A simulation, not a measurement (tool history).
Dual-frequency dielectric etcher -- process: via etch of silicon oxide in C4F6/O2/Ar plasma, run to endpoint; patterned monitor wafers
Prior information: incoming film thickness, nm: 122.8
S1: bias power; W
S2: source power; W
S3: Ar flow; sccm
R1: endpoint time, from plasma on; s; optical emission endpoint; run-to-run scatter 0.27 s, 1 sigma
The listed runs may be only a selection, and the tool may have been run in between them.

| run | day | S1 | S2 | S3 | R1 |
|---|---|---|---|---|---|
| 1 | 0.000 | 458 | 380 | 291 | 33.050 |
| 2 | 0.254 | 458 | 430 | 291 | 31.114 |
| 3 | 0.362 | 458 | 430 | 255 | 30.878 |
| 4 | 0.529 | 442 | 420 | 256 | 31.698 |
|  | 0.758 | bias power generator calibrated |
| 5 | 0.758 | 516 | 420 | 256 | 29.476 |
| 6 | 0.888 | 482 | 420 | 256 | 29.849 |
| 7 | 1.021 | 463 | 410 | 257 | 30.676 |

The next listed run, before its measurement:
| 8 | 1.154 | 447 | 400 | 261 | ? |

{"run 8": {"R1": 31.985}}

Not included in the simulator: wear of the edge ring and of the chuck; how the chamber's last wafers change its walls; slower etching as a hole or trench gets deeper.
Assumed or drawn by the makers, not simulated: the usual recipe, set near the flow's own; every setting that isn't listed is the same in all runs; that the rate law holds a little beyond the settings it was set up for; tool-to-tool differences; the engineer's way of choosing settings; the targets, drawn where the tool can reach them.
